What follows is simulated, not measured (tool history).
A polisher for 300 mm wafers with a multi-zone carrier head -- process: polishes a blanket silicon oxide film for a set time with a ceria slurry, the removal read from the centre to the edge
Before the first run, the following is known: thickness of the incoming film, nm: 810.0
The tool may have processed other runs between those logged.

| run | hour | flow of slurry (ml/min) | pressure of the head's centre zone | pressure of the head's middle zone | pressure of the head's edge zone | polishing time (s) | film removed at the wafer's centre (nm) | film removed at mid-radius (nm) | film removed at the wafer's edge (nm) |
|---|---|---|---|---|---|---|---|---|---|
| 1 | 0.0 | 160 | 1.00 | 1.00 | 1.00 | 56 | 254.38 | 255.95 | 263.96 |
| 2 | 1.3 | 160 | 1.00 | 1.08 | 1.00 | 56 | 255.99 | 271.66 | 264.53 |
| 3 | 3.6 | 160 | 1.04 | 1.08 | 1.00 | 56 | 267.68 | 273.88 | 270.42 |
| 4 | 6.1 | 195 | 1.04 | 1.08 | 1.00 | 56 | 275.01 | 280.30 | 268.06 |
| 5 | 12.6 | 195 | 1.04 | 1.08 | 1.04 | 56 | 272.70 | 281.48 | 275.48 |
| 6 | 15.8 | 200 | 1.07 | 1.08 | 1.05 | 58 | 292.54 | 290.82 | 290.18 |
| 7 | 22.6 | 205 | 1.09 | 1.09 | 1.06 | 60 | 309.33 | 313.23 | 294.86 |
| 8 | 31.6 | 205 | 1.11 | 1.07 | 1.08 | 62 | 322.77 | 317.96 | 312.66 |
| 9 | 36.2 | 210 | 1.13 | 1.06 | 1.09 | 63 | 340.21 | 310.21 | 315.44 |
| 10 | 39.8 | 210 | 1.14 | 1.06 | 1.11 | 64 | 345.29 | 319.54 | 322.65 |

Run 11, settings as shown, results not yet in. Your forecast:
| 11 | 43.6 | 215 | 1.15 | 1.06 | 1.12 | 65 | ? | ? | ? |

film removed at the wafer's centre (nm): 356.88
film removed at mid-radius (nm): 330.20
film removed at the wafer's edge (nm): 331.32

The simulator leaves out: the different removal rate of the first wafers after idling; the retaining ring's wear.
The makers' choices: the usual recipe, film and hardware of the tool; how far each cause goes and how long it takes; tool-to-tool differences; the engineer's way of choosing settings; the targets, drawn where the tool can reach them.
